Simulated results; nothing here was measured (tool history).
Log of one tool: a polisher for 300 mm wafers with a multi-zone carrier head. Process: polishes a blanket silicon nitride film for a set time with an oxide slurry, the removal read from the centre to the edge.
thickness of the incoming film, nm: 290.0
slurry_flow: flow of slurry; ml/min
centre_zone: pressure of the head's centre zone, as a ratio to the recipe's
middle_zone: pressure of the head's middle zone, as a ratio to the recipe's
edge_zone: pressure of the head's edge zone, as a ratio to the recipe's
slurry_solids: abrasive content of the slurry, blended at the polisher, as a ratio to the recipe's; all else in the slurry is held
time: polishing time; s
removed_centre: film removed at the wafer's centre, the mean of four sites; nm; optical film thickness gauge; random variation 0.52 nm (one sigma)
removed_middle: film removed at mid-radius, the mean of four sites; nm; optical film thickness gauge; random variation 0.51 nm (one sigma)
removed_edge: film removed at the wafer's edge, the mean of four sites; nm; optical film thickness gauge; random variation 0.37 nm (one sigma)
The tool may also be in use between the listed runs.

run 1 hour=0 | slurry_flow=205 centre_zone=1 middle_zone=1 edge_zone=1 slurry_solids=1 time=75 | removed_centre=35.139 removed_middle=37.291 removed_edge=36.213
run 2 hour=8.8 | slurry_flow=215 centre_zone=1.03 middle_zone=1.01 edge_zone=1.03 slurry_solids=1.05 time=75 | removed_centre=38.256 removed_middle=38.609 removed_edge=37.5
run 3 hour=17 | slurry_flow=225 centre_zone=1.03 middle_zone=1.01 edge_zone=1.06 slurry_solids=1.1 time=75 | removed_centre=39.189 removed_middle=37.998 removed_edge=38.629
run 4 hour=22.1 | slurry_flow=225 centre_zone=1.03 middle_zone=1.02 edge_zone=1.07 slurry_solids=1.15 time=75 | removed_centre=39.547 removed_middle=40.236 removed_edge=39.785
run 5 hour=23.8 | slurry_flow=250 centre_zone=1.03 middle_zone=1.02 edge_zone=1.07 slurry_solids=1.15 time=75 | removed_centre=39.528 removed_middle=40.108 removed_edge=40.356
run 6 hour=31.6 | slurry_flow=250 centre_zone=1.03 middle_zone=1.02 edge_zone=1.07 slurry_solids=1.05 time=75 | removed_centre=37.902 removed_middle=38.587 removed_edge=38.112
run 7 hour=37.8 | slurry_flow=250 centre_zone=1.04 middle_zone=1.02 edge_zone=1.08 slurry_solids=1.1 time=75 | removed_centre=39.276 removed_middle=39.293 removed_edge=39.002

The next listed run, before its measurement:
run 8 hour=45 | slurry_flow=250 centre_zone=1.04 middle_zone=1.02 edge_zone=1.08 slurry_solids=1.15 time=75 | removed_centre=? removed_middle=? removed_edge=?

{"run 8": {"removed_centre": 41.303, "removed_middle": 39.793, "removed_edge": 39.573}}
